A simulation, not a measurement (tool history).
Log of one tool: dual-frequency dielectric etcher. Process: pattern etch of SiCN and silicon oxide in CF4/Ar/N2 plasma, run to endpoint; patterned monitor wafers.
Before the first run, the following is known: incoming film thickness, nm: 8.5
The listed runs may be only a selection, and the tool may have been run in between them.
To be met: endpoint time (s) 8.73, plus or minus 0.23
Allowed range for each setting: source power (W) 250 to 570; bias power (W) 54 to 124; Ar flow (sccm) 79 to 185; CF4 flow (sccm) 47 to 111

run	day	source power (W)	bias power (W)	Ar flow (sccm)	CF4 flow (sccm)	endpoint time (s)
1	0	410	89	132	79	9.9417
2	0.071	420	89	132	79	9.7263
3	0.133	430	89	132	79	9.607
4	0.4	430	89	154	79	9.809
5	0.662	430	89	138	79	9.7038
6	0.771	360	89	138	79	11.139
7	1.067	380	90	138	79	10.653
8	1.438	400	91	138	79	10.135
9	1.488	420	91	138	79	9.7793

Which single option among these 4 for the next run brings every result within its allowed miss of target? Just one does.
A	1.538	470	100	141	81	?
B	1.538	460	89	140	79	?
C	1.538	470	109	133	87	?
D	1.538	430	92	134	81	?

move	endpoint time (s)
A	8.6084
B	9.0847
C	8.2103
D	9.3805
A: hits every target within its allowed miss
B: moves toward the targets from the last run without getting all of them in spec
C: the result that was furthest off in the last run now lies on the other side of its target
D: moves toward the targets from the last run without getting all of them in spec
The right move is A.
